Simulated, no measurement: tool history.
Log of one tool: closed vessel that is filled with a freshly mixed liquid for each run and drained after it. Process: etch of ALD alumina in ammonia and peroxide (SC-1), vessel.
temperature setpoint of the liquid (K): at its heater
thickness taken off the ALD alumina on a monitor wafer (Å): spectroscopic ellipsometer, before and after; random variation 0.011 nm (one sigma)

run  hour  temperature setpoint of the liquid (K)  parts of 29 % ammonia solution to one part of 30 % peroxide (parts by volume)  time in the liquid (s)  thickness taken off the ALD alumina on a monitor wafer (Å)
  1   0.0                                  324.15                                                                            0.7                      30                                                      15.495
  2   3.5                                  325.15                                                                            0.7                      30                                                      16.264
  3  10.3                                  326.15                                                                            0.7                      30                                                      17.258
  4  15.4                                  326.15                                                                            0.7                      30                                                      17.224
  5  18.4                                  327.15                                                                            0.7                      30                                                      18.224
     20.3  -- thermometer replaced
  6  20.3                                  327.65                                                                            0.7                      30                                                      19.764

The next listed run, before its measurement:
  7  25.2                                  328.15                                                                            0.7                      30                                                           ?

Run 7 gave thickness taken off the ALD alumina on a monitor wafer (Å) 20.286.

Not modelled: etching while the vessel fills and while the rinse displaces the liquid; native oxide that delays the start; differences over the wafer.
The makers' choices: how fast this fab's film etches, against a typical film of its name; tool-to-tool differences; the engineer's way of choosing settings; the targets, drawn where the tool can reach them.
